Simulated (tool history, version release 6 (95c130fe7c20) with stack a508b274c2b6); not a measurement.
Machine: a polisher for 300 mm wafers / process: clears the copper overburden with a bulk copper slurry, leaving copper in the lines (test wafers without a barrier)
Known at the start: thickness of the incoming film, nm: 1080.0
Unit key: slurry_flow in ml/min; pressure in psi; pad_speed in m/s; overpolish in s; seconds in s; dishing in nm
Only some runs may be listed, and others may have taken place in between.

| run | hour | slurry_flow | pressure | pad_speed | slurry_solids | overpolish | seconds | dishing |
|---|---|---|---|---|---|---|---|---|
| 1 | 0.0 | 225 | 3.5 | 1.28 | 1.0 | 25 | 61.396 | 57.869 |
| 2 | 3.0 | 225 | 3.1 | 1.26 | 1.0 | 25 | 75.113 | 57.001 |
| 3 | 11.2 | 225 | 2.9 | 1.26 | 1.0 | 21 | 76.296 | 56.175 |
| 4 | 17.8 | 225 | 2.9 | 1.26 | 1.0 | 10 | 76.319 | 46.406 |
| 5 | 24.7 | 225 | 2.9 | 1.26 | 1.0 | 20 | 77.562 | 54.653 |
| 6 | 31.7 | 225 | 2.7 | 1.26 | 1.0 | 19 | 82.815 | 53.792 |

Run 7, settings as shown, results not yet in. Your forecast:
| 7 | 36.9 | 225 | 2.6 | 1.26 | 1.0 | 19 | ? | ? |

{"run 7": {"seconds": 88.914, "dishing": 54.275}}
